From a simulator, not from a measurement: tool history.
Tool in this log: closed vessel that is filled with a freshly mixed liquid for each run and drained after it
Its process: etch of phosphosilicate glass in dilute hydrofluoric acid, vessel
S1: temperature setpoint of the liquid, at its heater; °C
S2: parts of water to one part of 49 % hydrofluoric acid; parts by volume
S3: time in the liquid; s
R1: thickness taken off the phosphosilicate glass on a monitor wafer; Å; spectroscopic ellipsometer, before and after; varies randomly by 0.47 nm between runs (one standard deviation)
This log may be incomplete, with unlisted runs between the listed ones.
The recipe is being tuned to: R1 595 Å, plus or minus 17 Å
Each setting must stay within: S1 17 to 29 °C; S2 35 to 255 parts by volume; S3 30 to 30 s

| run | hour | S1 | S2 | S3 | R1 |
|---|---|---|---|---|---|
| 1 | 0 | 21 | 145 | 30 | 191.56 |
| 2 | 2.6 | 22 | 135 | 30 | 215.65 |
| 3 | 8.1 | 25.5 | 135 | 30 | 247.13 |
| 4 | 10.7 | 26 | 125 | 30 | 275.68 |
| 5 | 17.3 | 26 | 105 | 30 | 339.03 |
| 6 | 19 | 26 | 75 | 30 | 487.54 |
| 7 | 24.4 | 26.5 | 75 | 30 | 493.59 |
| 8 | 27.7 | 29 | 60 | 30 | 705.38 |

4 candidate next runs follow, results not yet known. Just one meets every target within its allowed miss. Identify it.
| A | 31 | 29 | 65 | 30 | ? |
| B | 31 | 27.5 | 70 | 30 | ? |
| C | 31 | 29 | 70 | 30 | ? |
| D | 31 | 28.5 | 65 | 30 | ? |

| move | R1 |
|---|---|
| A | 649.43 |
| B | 564.57 |
| C | 598.66 |
| D | 636.85 |
A: gains on the last run, yet a result remains outside its allowed miss
B: the result that was furthest off in the last run now lies on the other side of its target
C: meets every target
D: gains on the last run, yet a result remains outside its allowed miss
The right move is C.
